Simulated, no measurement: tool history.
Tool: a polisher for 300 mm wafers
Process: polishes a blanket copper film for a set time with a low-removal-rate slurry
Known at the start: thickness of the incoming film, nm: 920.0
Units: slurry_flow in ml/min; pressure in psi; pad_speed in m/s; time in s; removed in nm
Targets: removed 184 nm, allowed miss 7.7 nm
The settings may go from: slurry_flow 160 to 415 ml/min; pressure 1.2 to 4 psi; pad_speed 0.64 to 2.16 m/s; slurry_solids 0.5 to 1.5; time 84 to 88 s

run 1 hour=0 | slurry_flow=265 pressure=2.6 pad_speed=1.4 slurry_solids=1 time=84 | removed=273.94
run 2 hour=4.2 | slurry_flow=265 pressure=3.1 pad_speed=1.4 slurry_solids=1 time=84 | removed=320.04
run 3 hour=12.7 | slurry_flow=265 pressure=2.5 pad_speed=1.4 slurry_solids=1 time=84 | removed=264
run 4 hour=15 | slurry_flow=315 pressure=2.5 pad_speed=1.4 slurry_solids=1 time=84 | removed=271.12
run 5 hour=15.9 | slurry_flow=315 pressure=3 pad_speed=1.4 slurry_solids=1 time=84 | removed=320.27
run 6 hour=16.5 | slurry_flow=310 pressure=2.5 pad_speed=1.38 slurry_solids=1 time=84 | removed=266.95
run 7 hour=18.1 | slurry_flow=305 pressure=2.2 pad_speed=1.36 slurry_solids=1 time=84 | removed=230.32
run 8 hour=26.9 | slurry_flow=305 pressure=2 pad_speed=1.36 slurry_solids=1 time=84 | removed=212.17
run 9 hour=34.6 | slurry_flow=305 pressure=1.9 pad_speed=1.36 slurry_solids=1 time=84 | removed=204.77
run 10 hour=41 | slurry_flow=305 pressure=1.8 pad_speed=1.36 slurry_solids=1 time=84 | removed=195.88

Which of these 4 next moves meets every target?
run A hour=47.4 | slurry_flow=380 pressure=1.8 pad_speed=1.22 slurry_solids=0.8 time=84 | removed=?
run B hour=47.4 | slurry_flow=295 pressure=1.5 pad_speed=1.4 slurry_solids=1.05 time=84 | removed=?
run C hour=47.4 | slurry_flow=325 pressure=1.2 pad_speed=1.58 slurry_solids=1.05 time=86 | removed=?
run D hour=47.4 | slurry_flow=405 pressure=2 pad_speed=1.12 slurry_solids=0.85 time=88 | removed=?

move=A removed=170.75
move=B removed=174.5
move=C removed=165.68
move=D removed=186.78
A: takes the result that was furthest off past its target
B: takes the result that was furthest off past its target
C: takes the result that was furthest off past its target
D: meets every target
Answer: D

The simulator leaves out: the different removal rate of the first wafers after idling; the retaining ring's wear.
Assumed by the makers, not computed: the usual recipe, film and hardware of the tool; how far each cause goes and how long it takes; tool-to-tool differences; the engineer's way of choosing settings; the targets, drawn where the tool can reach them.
